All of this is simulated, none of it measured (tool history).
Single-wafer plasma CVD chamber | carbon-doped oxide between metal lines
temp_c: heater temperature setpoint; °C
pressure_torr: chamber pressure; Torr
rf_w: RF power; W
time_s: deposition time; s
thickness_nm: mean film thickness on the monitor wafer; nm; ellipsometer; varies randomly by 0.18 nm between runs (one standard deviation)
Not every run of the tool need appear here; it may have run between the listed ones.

{"run": 1, "hour": 0.0, "temp_c": 340, "pressure_torr": 6.97, "rf_w": 635, "time_s": 6.92, "thickness_nm": 45.592}
{"run": 2, "hour": 1.9, "temp_c": 340, "pressure_torr": 6.97, "rf_w": 635, "time_s": 6.92, "thickness_nm": 45.78}
{"run": 3, "hour": 6.1, "temp_c": 336, "pressure_torr": 7.18, "rf_w": 650, "time_s": 6.92, "thickness_nm": 47.411}
{"run": 4, "hour": 11.5, "temp_c": 336, "pressure_torr": 7.83, "rf_w": 650, "time_s": 6.92, "thickness_nm": 47.982}
{"run": 5, "hour": 13.5, "temp_c": 332, "pressure_torr": 8.0, "rf_w": 650, "time_s": 6.92, "thickness_nm": 48.567}
{"run": 6, "hour": 14.5, "temp_c": 329, "pressure_torr": 8.2, "rf_w": 655, "time_s": 6.92, "thickness_nm": 49.373}
{"run": 7, "hour": 18.0, "temp_c": 327, "pressure_torr": 8.37, "rf_w": 660, "time_s": 6.92, "thickness_nm": 50.494}
{"run": 8, "hour": 24.9, "temp_c": 326, "pressure_torr": 8.43, "rf_w": 660, "time_s": 6.92, "thickness_nm": 50.907}

Forecast run 9:
{"run": 9, "hour": 30.6, "temp_c": 325, "pressure_torr": 8.47, "rf_w": 660, "time_s": 6.92, "thickness_nm": "?"}

For run 9 the tool returned thickness_nm 50.887 nm.
